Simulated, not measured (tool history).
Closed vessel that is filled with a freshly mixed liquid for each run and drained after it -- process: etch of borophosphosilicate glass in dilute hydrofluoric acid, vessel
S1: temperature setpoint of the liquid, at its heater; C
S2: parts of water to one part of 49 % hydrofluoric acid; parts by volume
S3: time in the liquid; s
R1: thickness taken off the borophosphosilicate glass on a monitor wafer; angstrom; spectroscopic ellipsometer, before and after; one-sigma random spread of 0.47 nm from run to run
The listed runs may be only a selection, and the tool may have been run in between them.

run 1 day=0 | S1=21 S2=90 S3=90 | R1=306.59
run 2 day=0.229 | S1=23 S2=80 S3=90 | R1=371.48
run 3 day=0.304 | S1=23 S2=80 S3=95 | R1=398.79
run 4 day=0.375 | S1=24.5 S2=75 S3=95 | R1=450.68
run 5 day=0.721 | S1=25.5 S2=70 S3=95 | R1=503.72
run 6 day=0.867 | S1=25.5 S2=70 S3=90 | R1=479.69
run 7 day=0.954 | S1=29 S2=55 S3=90 | R1=719.68
run 8 day=0.979 | S1=28.5 S2=55 S3=90 | R1=696.71

The next listed run, before its measurement:
run 9 day=1.133 | S1=28 S2=55 S3=90 | R1=?

{"run 9": {"R1": 694.01}}

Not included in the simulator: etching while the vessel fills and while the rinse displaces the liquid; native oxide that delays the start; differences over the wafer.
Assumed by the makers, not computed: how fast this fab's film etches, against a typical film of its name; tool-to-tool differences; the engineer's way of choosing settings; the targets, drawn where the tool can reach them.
